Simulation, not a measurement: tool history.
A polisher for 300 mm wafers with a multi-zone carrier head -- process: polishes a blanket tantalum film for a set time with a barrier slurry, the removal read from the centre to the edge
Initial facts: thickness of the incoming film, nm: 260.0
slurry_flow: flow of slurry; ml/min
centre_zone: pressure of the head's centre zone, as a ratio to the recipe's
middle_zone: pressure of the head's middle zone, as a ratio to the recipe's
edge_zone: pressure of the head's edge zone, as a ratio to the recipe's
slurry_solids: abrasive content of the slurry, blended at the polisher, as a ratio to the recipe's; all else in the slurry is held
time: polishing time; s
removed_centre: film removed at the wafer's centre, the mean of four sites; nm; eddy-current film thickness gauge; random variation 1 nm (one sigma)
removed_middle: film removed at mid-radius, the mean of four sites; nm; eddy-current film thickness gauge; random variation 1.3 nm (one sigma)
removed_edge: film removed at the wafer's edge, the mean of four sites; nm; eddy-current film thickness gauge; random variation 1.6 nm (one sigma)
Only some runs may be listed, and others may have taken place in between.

run  hour  slurry_flow  centre_zone  middle_zone  edge_zone  slurry_solids  time  removed_centre  removed_middle  removed_edge
  1   0.0          190         1.00         1.00       1.00           1.00    41          82.208          82.434        79.111
  2   2.8          195         1.02         0.99       1.02           1.05    41          84.804          82.876        81.408
  3   3.6          195         1.02         0.99       1.07           1.05    41          85.868          82.644        83.107
  4   4.5          200         1.03         0.98       1.08           1.10    41          86.143          84.083        88.870
  5   7.7          200         1.05         0.97       1.07           1.10    42          90.930          83.874        86.543
  6  14.9          200         1.05         0.97       0.99           1.10    42          89.724          86.276        84.593
  7  19.6          200         1.05         0.97       0.99           1.10    42          89.855          86.181        84.725

Run 8 has not been measured yet. What should we expect?
  8  21.7          200         1.07         0.96       1.00           1.15    43               ?               ?             ?

Run 8 measured removed_centre 94.433 nm, removed_middle 86.253 nm, removed_edge 87.687 nm.
